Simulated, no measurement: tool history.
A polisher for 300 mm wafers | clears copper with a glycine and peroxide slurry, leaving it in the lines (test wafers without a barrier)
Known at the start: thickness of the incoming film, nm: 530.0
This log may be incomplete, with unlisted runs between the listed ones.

run,hour,flow of slurry (ml/min),pressure of the wafer on the pad (psi),speed of the pad under the wafer (m/s),overpolish time after the end point (s),time until the end point was called (s),dishing of a wide line in a test structure (angstrom)
1,0.0,220,2.4,1.28,23,84.096,732.70
2,6.9,220,2.3,1.26,26,89.288,776.61
3,10.9,220,2.2,1.24,28,90.175,794.40
4,17.0,220,2.6,1.24,28,80.741,859.22
5,18.4,220,2.4,1.24,28,86.760,824.43
6,19.3,220,2.9,1.24,28,71.604,928.57
7,24.1,220,2.7,1.22,30,78.334,930.61

Expected results for the next run?
8,25.3,215,2.1,1.14,39,?,?

time until the end point was called (s): 102.800
dishing of a wide line in a test structure (angstrom): 903.44

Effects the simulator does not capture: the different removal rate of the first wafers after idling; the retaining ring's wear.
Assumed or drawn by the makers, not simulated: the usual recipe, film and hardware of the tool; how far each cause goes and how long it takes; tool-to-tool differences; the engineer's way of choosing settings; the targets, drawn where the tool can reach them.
